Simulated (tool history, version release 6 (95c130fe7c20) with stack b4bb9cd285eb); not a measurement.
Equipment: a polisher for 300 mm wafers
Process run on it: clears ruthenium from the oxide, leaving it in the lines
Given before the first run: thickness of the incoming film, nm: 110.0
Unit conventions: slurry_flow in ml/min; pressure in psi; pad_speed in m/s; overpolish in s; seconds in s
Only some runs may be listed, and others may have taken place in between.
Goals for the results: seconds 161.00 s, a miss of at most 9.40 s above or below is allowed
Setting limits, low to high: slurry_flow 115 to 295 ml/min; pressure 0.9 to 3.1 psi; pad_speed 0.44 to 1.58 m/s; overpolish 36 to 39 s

{"run": 1, "hour": 0.0, "slurry_flow": 190, "pressure": 2.0, "pad_speed": 1.0, "overpolish": 36, "seconds": 104.52}
{"run": 2, "hour": 7.8, "slurry_flow": 190, "pressure": 2.0, "pad_speed": 0.9, "overpolish": 36, "seconds": 105.91}
{"run": 3, "hour": 16.2, "slurry_flow": 190, "pressure": 1.8, "pad_speed": 0.88, "overpolish": 36, "seconds": 119.62}
{"run": 4, "hour": 19.2, "slurry_flow": 190, "pressure": 1.8, "pad_speed": 0.88, "overpolish": 36, "seconds": 119.04}
{"run": 5, "hour": 25.1, "slurry_flow": 190, "pressure": 1.7, "pad_speed": 0.86, "overpolish": 36, "seconds": 122.07}
{"run": 6, "hour": 26.7, "slurry_flow": 190, "pressure": 1.5, "pad_speed": 0.84, "overpolish": 36, "seconds": 131.45}
{"run": 7, "hour": 32.3, "slurry_flow": 190, "pressure": 1.5, "pad_speed": 0.84, "overpolish": 36, "seconds": 135.27}
{"run": 8, "hour": 39.5, "slurry_flow": 190, "pressure": 1.4, "pad_speed": 0.82, "overpolish": 36, "seconds": 140.32}

5 next moves are on the table. One of them brings every result within its allowed miss. Which?
{"run": "A", "hour": 46.7, "slurry_flow": 180, "pressure": 1.0, "pad_speed": 0.7, "overpolish": 39, "seconds": "?"}
{"run": "B", "hour": 46.7, "slurry_flow": 185, "pressure": 1.3, "pad_speed": 0.9, "overpolish": 36, "seconds": "?"}
{"run": "C", "hour": 46.7, "slurry_flow": 220, "pressure": 1.1, "pad_speed": 0.76, "overpolish": 36, "seconds": "?"}
{"run": "D", "hour": 46.7, "slurry_flow": 195, "pressure": 1.5, "pad_speed": 0.76, "overpolish": 37, "seconds": "?"}
{"run": "E", "hour": 46.7, "slurry_flow": 180, "pressure": 0.9, "pad_speed": 0.78, "overpolish": 36, "seconds": "?"}

move=A seconds=186.41
move=B seconds=138.11
move=C seconds=164.77
move=D seconds=143.47
move=E seconds=181.03
A: takes the biggest miss from the last run beyond its target
B: lands further from the targets than the last run did
C: every result lands within tolerance
D: moves toward the targets from the last run without getting all of them in spec
E: takes the biggest miss from the last run beyond its target
The move that meets every target is C.

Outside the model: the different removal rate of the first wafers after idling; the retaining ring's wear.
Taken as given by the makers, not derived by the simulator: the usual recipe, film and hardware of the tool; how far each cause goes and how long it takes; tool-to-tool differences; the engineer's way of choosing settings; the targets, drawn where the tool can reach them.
